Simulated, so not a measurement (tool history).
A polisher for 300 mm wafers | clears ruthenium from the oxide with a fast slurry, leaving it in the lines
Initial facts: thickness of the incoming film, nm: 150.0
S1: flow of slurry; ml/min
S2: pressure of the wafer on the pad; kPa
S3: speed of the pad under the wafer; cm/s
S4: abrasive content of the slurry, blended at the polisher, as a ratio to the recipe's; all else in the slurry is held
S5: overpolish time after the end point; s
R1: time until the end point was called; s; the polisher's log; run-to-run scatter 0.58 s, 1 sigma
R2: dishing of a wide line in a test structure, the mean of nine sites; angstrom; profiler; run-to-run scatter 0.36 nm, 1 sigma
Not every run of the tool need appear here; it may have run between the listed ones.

Run 1, hour 0: S1 160 ml/min, S2 17.2 kPa, S3 78 cm/s, S4 1, S5 24 s. Result: R1 54.645 s, R2 251.65 angstrom.
Run 2, hour 4.5: S1 160 ml/min, S2 19.3 kPa, S3 78 cm/s, S4 1, S5 18 s. Result: R1 47.647 s, R2 227.91 angstrom.
Run 3, hour 8: S1 160 ml/min, S2 19.3 kPa, S3 78 cm/s, S4 1, S5 13 s. Result: R1 50.255 s, R2 188.09 angstrom.
Run 4, hour 13.9: S1 160 ml/min, S2 21.4 kPa, S3 78 cm/s, S4 1, S5 11 s. Result: R1 44.53 s, R2 183.11 angstrom.
Run 5, hour 16.3: S1 160 ml/min, S2 23.4 kPa, S3 76 cm/s, S4 1, S5 10 s. Result: R1 41.125 s, R2 180.91 angstrom.
Run 6, hour 22.8: S1 160 ml/min, S2 23.4 kPa, S3 76 cm/s, S4 1, S5 7 s. Result: R1 40.779 s, R2 145.66 angstrom.
Run 7, hour 31.1: S1 160 ml/min, S2 24.1 kPa, S3 76 cm/s, S4 1, S5 8 s. Result: R1 40.74 s, R2 161.66 angstrom.

Run 8 comes next. What will it give?
Run 8, hour 33.3: S1 160 ml/min, S2 24.1 kPa, S3 76 cm/s, S4 1, S5 8 s. Result: R1 ?, R2 ?.

{"run 8": {"R1": 40.45, "R2": 160.78}}

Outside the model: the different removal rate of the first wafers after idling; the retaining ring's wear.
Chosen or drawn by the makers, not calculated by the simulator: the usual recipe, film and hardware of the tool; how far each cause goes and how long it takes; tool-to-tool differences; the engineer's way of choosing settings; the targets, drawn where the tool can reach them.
